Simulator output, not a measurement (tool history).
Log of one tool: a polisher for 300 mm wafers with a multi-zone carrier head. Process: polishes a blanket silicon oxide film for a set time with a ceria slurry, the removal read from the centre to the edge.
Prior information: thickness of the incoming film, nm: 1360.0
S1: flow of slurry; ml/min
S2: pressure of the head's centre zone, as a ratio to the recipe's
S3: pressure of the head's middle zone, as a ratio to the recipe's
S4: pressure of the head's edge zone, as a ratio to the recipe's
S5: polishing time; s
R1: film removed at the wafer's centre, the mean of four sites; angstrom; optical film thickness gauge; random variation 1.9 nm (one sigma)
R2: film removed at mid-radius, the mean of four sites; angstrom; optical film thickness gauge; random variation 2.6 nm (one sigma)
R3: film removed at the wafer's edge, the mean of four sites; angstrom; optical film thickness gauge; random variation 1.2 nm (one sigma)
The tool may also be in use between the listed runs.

run 1 hour=0.0 | S1=160 S2=1.00 S3=1.00 S4=1.00 S5=33 | R1=1415.6 R2=1425.5 R3=1434.2
run 2 hour=2.1 | S1=160 S2=0.96 S3=1.00 S4=1.00 S5=33 | R1=1364.0 R2=1430.3 R3=1443.9
run 3 hour=10.6 | S1=160 S2=0.96 S3=1.00 S4=0.94 S5=33 | R1=1365.3 R2=1455.7 R3=1414.5
run 4 hour=18.3 | S1=170 S2=0.98 S3=1.01 S4=0.96 S5=34 | R1=1438.2 R2=1513.4 R3=1474.8
run 5 hour=19.2 | S1=175 S2=1.01 S3=1.02 S4=0.97 S5=35 | R1=1527.4 R2=1601.7 R3=1523.3
run 6 hour=21.7 | S1=175 S2=1.01 S3=1.02 S4=0.97 S5=42 | R1=1847.5 R2=1910.2 R3=1841.5
run 7 hour=23.5 | S1=175 S2=1.02 S3=1.01 S4=0.96 S5=42 | R1=1865.2 R2=1826.2 R3=1834.4
run 8 hour=30.5 | S1=175 S2=1.03 S3=1.01 S4=0.95 S5=42 | R1=1876.2 R2=1866.6 R3=1819.3

For run 9, what comes out?
run 9 hour=39.1 | S1=175 S2=1.03 S3=1.01 S4=0.95 S5=42 | R1=? R2=? R3=?

{"run 9": {"R1": 1914.9, "R2": 1946.2, "R3": 1790.6}}
